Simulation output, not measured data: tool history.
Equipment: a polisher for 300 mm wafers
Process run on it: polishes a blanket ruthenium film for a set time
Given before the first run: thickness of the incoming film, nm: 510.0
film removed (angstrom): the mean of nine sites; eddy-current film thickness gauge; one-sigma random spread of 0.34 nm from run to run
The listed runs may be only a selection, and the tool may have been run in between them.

run  hour  flow of slurry (ml/min)  pressure of the wafer on the pad (kPa)  speed of the pad under the wafer (cm/s)  polishing time (s)  film removed (angstrom)
  1     0                      160                                     9.7                                      102                  71                    575.1
  2   8.3                      160                                    10.3                                      102                  71                   606.12
  3  12.6                      160                                    10.3                                      102                  75                   657.27
  4  14.5                      125                                    10.3                                      102                  75                   609.65
  5    23                      125                                    11.7                                      102                  75                   681.89
  6  28.5                      150                                    11.7                                      102                  75                   719.85
  7  35.3                      140                                       9                                       94                  75                   510.99
  8  39.5                      130                                     7.6                                       90                  75                   408.24
  9  40.8                      125                                     6.9                                       90                  75                   366.63

What will run 10 give?
 10  49.1                      120                                     6.2                                       90                  75                        ?

film removed (angstrom): 335.91
